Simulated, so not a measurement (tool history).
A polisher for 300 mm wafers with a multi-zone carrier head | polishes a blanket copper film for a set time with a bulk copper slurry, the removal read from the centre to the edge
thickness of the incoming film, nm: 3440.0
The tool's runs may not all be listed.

run    day  flow of slurry (ml/min)  pressure of the head's centre zone  pressure of the head's middle zone  pressure of the head's edge zone  abrasive content of the slurry  polishing time (s)  film removed at the wafer's centre (Å)  film removed at mid-radius (Å)  film removed at the wafer's edge (Å)
  1      0                      185                                   1                                   1                                 1                               1                  48                                  5863.4                          5708.1                                5751.5
  2  0.208                      185                                   1                                   1                                 1                             0.8                  48                                  5425.5                          5433.8                                  5512
  3  0.467                      185                                   1                                   1                                 1                               1                  48                                  5774.3                          5759.4                                5750.4
  4  0.758                      185                                   1                                0.92                                 1                               1                  48                                  5807.5                          5352.5                                5975.4
  5  0.888                      185                                1.01                                0.93                              0.97                             0.9                  45                                  5303.7                          4976.9                                5173.2
  6  0.988                      185                                1.01                                0.93                              0.97                             0.8                  45                                  5218.2                            4755                                5099.3

Run 7 comes next. What will it give?
  7  1.354                      180                                1.01                                0.93                              0.94                            0.75                  43                                       ?                               ?                                     ?

film removed at the wafer's centre (Å): 4790
film removed at mid-radius (Å): 4395.7
film removed at the wafer's edge (Å): 4666
